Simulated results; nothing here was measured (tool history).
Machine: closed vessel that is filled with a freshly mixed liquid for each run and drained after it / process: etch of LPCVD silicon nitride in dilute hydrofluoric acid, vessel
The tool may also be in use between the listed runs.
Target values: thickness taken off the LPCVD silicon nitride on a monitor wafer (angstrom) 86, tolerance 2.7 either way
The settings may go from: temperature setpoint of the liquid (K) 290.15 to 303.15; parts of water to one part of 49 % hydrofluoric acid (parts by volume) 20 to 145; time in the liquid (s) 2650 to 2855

run    day  temperature setpoint of the liquid (K)  parts of water to one part of 49 % hydrofluoric acid (parts by volume)  time in the liquid (s)  thickness taken off the LPCVD silicon nitride on a monitor wafer (angstrom)
  1      0                                  295.15                                                                      80                    2650                                                                       156.31
  2  0.196                                  295.15                                                                      95                    2650                                                                       131.95
  3  0.421                                  294.15                                                                      95                    2650                                                                       122.39
  4  0.546                                  294.15                                                                      85                    2650                                                                       137.22
  5  0.642                                  293.65                                                                      90                    2650                                                                       125.53
  6  0.983                                  296.15                                                                      90                    2650                                                                       151.78
  7    1.1                                  295.15                                                                      90                    2650                                                                       141.59
  8  1.271                                  294.15                                                                      90                    2650                                                                       130.26
  9  1.521                                  294.15                                                                      90                    2650                                                                       129.94
 10  1.867                                  293.65                                                                      90                    2650                                                                        126.2
     1.946  -- hydrofluoric acid flow meter replaced
 11  1.946                                  290.15                                                                     105                    2650                                                                       78.524
 12  2.192                                  290.65                                                                     105                    2650                                                                       81.324

Consider the 4 candidate settings below. Which is the only one whose results all fall within their allowed miss of target?
  A  2.438                                  291.15                                                                     105                    2760                                                                            ?
  B  2.438                                  290.15                                                                     115                    2840                                                                            ?
  C  2.438                                  290.15                                                                      90                    2650                                                                            ?
  D  2.438                                  290.15                                                                      95                    2855                                                                            ?

move  thickness taken off the LPCVD silicon nitride on a monitor wafer (angstrom)
   A                                                                       87.991
   B                                                                       77.358
   C                                                                       91.515
   D                                                                       93.563
A: all results in spec
B: moves away from the targets compared with the last run
C: takes the result that was furthest off past its target
D: takes the result that was furthest off past its target
Go with A: it meets all targets.
